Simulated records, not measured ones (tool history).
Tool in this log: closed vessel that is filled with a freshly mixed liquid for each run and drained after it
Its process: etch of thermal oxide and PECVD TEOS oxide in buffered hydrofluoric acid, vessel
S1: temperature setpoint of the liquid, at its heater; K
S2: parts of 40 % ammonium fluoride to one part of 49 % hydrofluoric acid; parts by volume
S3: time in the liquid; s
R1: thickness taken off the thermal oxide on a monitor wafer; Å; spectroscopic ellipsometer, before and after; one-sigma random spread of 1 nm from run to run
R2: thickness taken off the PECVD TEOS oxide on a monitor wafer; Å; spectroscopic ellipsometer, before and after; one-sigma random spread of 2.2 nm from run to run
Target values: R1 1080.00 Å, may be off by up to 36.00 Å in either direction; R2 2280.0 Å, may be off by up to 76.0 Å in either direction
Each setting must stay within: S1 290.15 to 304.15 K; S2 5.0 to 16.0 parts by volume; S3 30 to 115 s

run 1 hour=0.0 | S1=296.15 S2=9.5 S3=60 | R1=756.10 R2=1617.4
run 2 hour=1.9 | S1=297.65 S2=9.5 S3=60 | R1=811.39 R2=1780.9
run 3 hour=10.4 | S1=298.15 S2=9.0 S3=60 | R1=873.74 R2=1870.5
run 4 hour=16.1 | S1=299.15 S2=9.0 S3=60 | R1=917.70 R2=1953.8
run 5 hour=21.3 | S1=299.65 S2=9.0 S3=60 | R1=953.00 R2=2027.4
run 6 hour=25.1 | S1=300.15 S2=9.0 S3=60 | R1=982.60 R2=2075.7
run 7 hour=29.8 | S1=300.65 S2=9.0 S3=60 | R1=997.50 R2=2093.3
-- hour=35.1 thermometer replaced
run 8 hour=35.1 | S1=301.15 S2=9.0 S3=60 | R1=965.53 R2=1986.4
run 9 hour=40.1 | S1=300.65 S2=8.5 S3=60 | R1=985.05 R2=2082.1
run 10 hour=46.2 | S1=300.65 S2=8.5 S3=60 | R1=989.28 R2=2069.9

4 candidate next runs follow, results not yet known. Just one meets every target within its allowed miss. Identify it.
run A hour=52.3 | S1=301.65 S2=10.0 S3=60 | R1=? R2=?
run B hour=52.3 | S1=304.15 S2=13.5 S3=70 | R1=? R2=?
run C hour=52.3 | S1=297.65 S2=9.5 S3=85 | R1=? R2=?
run D hour=52.3 | S1=295.15 S2=11.0 S3=90 | R1=? R2=?

move=A R1=922.66 R2=1923.2
move=B R1=916.27 R2=1909.9
move=C R1=1089.30 R2=2270.6
move=D R1=887.47 R2=1849.8
A: misses by more than the last run did
B: misses by more than the last run did
C: in spec on every target
D: misses by more than the last run did
Go with C: it meets all targets.

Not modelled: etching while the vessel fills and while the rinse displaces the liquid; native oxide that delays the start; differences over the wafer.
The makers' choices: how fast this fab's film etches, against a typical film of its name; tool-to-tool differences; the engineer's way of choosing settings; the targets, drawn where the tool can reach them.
